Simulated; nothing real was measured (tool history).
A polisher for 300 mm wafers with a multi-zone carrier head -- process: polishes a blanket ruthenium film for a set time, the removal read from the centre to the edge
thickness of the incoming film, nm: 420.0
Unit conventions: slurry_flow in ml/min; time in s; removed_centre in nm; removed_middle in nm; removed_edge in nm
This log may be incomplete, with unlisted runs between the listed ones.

| run | hour | slurry_flow | centre_zone | middle_zone | edge_zone | time | removed_centre | removed_middle | removed_edge |
|---|---|---|---|---|---|---|---|---|---|
| 1 | 0 | 140 | 1 | 1 | 1 | 85 | 89.843 | 87.712 | 87.17 |
| 2 | 6.5 | 140 | 1 | 1 | 0.92 | 85 | 89.024 | 89.389 | 82.259 |
| 3 | 11.6 | 125 | 1 | 1 | 0.92 | 85 | 87.887 | 86.165 | 82.098 |
| 4 | 13.7 | 125 | 1 | 1.05 | 0.92 | 85 | 87.587 | 90.628 | 82.532 |
| 5 | 19 | 125 | 1 | 1.05 | 0.98 | 85 | 87.549 | 88.154 | 84.763 |
| 6 | 21 | 135 | 1.02 | 1.04 | 0.94 | 77 | 82.416 | 81.897 | 75.913 |

Forecast run 7:
| 7 | 27.2 | 140 | 1.04 | 1.03 | 0.91 | 72 | ? | ? | ? |

removed_centre: 78.464 nm
removed_middle: 76.31 nm
removed_edge: 70.241 nm
